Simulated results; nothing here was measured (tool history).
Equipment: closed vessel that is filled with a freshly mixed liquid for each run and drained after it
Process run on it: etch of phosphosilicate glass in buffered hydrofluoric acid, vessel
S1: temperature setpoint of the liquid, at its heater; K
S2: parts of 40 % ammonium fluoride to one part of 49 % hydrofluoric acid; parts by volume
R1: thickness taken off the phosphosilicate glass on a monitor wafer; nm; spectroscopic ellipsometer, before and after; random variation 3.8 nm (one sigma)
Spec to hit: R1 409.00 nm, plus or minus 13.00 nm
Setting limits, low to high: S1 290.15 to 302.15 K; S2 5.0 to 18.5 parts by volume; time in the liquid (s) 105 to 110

Run 1, hour 0.0: S1 294.15 K, S2 11.5 parts by volume, time in the liquid (s) 105. Result: R1 303.78 nm.
Run 2, hour 6.8: S1 296.65 K, S2 11.5 parts by volume, time in the liquid (s) 105. Result: R1 355.75 nm.
Run 3, hour 10.7: S1 297.15 K, S2 11.5 parts by volume, time in the liquid (s) 105. Result: R1 368.20 nm.
Run 4, hour 13.4: S1 297.65 K, S2 11.5 parts by volume, time in the liquid (s) 105. Result: R1 374.61 nm.
Run 5, hour 22.0: S1 295.65 K, S2 11.5 parts by volume, time in the liquid (s) 105. Result: R1 341.60 nm.
Run 6, hour 26.8: S1 294.15 K, S2 11.5 parts by volume, time in the liquid (s) 105. Result: R1 310.81 nm.
Run 7, hour 33.2: S1 295.65 K, S2 11.5 parts by volume, time in the liquid (s) 105. Result: R1 333.99 nm.
Run 8, hour 34.9: S1 295.65 K, S2 11.5 parts by volume, time in the liquid (s) 105. Result: R1 343.09 nm.

Which of these 5 next moves meets every target?
Run A, hour 36.6: S1 297.65 K, S2 10.5 parts by volume, time in the liquid (s) 105. Result: R1 ?.
Run B, hour 36.6: S1 295.15 K, S2 14.5 parts by volume, time in the liquid (s) 105. Result: R1 ?.
Run C, hour 36.6: S1 291.65 K, S2 12.0 parts by volume, time in the liquid (s) 110. Result: R1 ?.
Run D, hour 36.6: S1 298.65 K, S2 13.0 parts by volume, time in the liquid (s) 110. Result: R1 ?.
Run E, hour 36.6: S1 295.15 K, S2 10.5 parts by volume, time in the liquid (s) 110. Result: R1 ?.

move      R1
   A  414.51
   B  263.31
   C  273.14
   D  371.93
   E  378.63
A: meets every target
B: misses by more than the last run did
C: misses by more than the last run did
D: gains on the last run, yet a result remains outside its allowed miss
E: gains on the last run, yet a result remains outside its allowed miss
Correct choice: A, which meets every target

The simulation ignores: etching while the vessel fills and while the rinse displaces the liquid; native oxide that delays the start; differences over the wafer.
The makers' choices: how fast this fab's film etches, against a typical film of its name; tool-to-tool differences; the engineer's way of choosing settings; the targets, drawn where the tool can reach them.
